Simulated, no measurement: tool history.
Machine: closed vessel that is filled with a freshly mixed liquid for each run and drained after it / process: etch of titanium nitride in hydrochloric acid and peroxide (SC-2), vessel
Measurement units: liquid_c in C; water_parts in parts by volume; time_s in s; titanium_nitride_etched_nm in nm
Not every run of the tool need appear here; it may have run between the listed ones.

{"run": 1, "hour": 0.0, "liquid_c": 60, "water_parts": 6.5, "time_s": 105, "titanium_nitride_etched_nm": 7.7981}
{"run": 2, "hour": 8.0, "liquid_c": 59.5, "water_parts": 6.5, "time_s": 105, "titanium_nitride_etched_nm": 7.6284}
{"run": 3, "hour": 15.5, "liquid_c": 64, "water_parts": 6.5, "time_s": 105, "titanium_nitride_etched_nm": 10.043}
{"run": 4, "hour": 20.8, "liquid_c": 63, "water_parts": 6.5, "time_s": 105, "titanium_nitride_etched_nm": 9.3447}
{"run": 5, "hour": 29.6, "liquid_c": 62, "water_parts": 6.5, "time_s": 105, "titanium_nitride_etched_nm": 8.7905}
{"run": 6, "hour": 37.3, "liquid_c": 67, "water_parts": 6.5, "time_s": 105, "titanium_nitride_etched_nm": 11.949}
{"run": 7, "hour": 38.3, "liquid_c": 65.5, "water_parts": 6.5, "time_s": 105, "titanium_nitride_etched_nm": 10.893}

Forecast run 8:
{"run": 8, "hour": 43.2, "liquid_c": 64.5, "water_parts": 6.5, "time_s": 105, "titanium_nitride_etched_nm": "?"}

{"run 8": {"titanium_nitride_etched_nm": 10.3}}
